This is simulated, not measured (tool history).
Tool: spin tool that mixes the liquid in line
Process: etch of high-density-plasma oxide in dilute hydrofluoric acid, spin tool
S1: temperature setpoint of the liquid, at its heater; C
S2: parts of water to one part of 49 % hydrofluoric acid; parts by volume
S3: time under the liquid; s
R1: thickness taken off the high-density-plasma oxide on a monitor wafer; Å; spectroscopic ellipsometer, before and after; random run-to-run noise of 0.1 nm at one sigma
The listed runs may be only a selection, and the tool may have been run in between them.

Run 1, hour 0.0: S1 24.0 C, S2 170 parts by volume, S3 305 s. Result: R1 83.267 Å.
Run 2, hour 4.1: S1 24.0 C, S2 200 parts by volume, S3 305 s. Result: R1 69.165 Å.
Run 3, hour 6.3: S1 26.0 C, S2 160 parts by volume, S3 305 s. Result: R1 97.045 Å.
Run 4, hour 9.3: S1 27.5 C, S2 130 parts by volume, S3 305 s. Result: R1 131.350 Å.
At hour 18.0: thermometer replaced.
Run 5, hour 18.0: S1 28.5 C, S2 115 parts by volume, S3 305 s. Result: R1 166.760 Å.
Run 6, hour 21.6: S1 29.5 C, S2 110 parts by volume, S3 305 s. Result: R1 181.730 Å.
Run 7, hour 23.9: S1 30.0 C, S2 105 parts by volume, S3 305 s. Result: R1 195.110 Å.

Run 8 comes next. What will it give?
Run 8, hour 29.5: S1 30.5 C, S2 100 parts by volume, S3 305 s. Result: R1 ?.

{"run 8": {"R1": 210.68}}
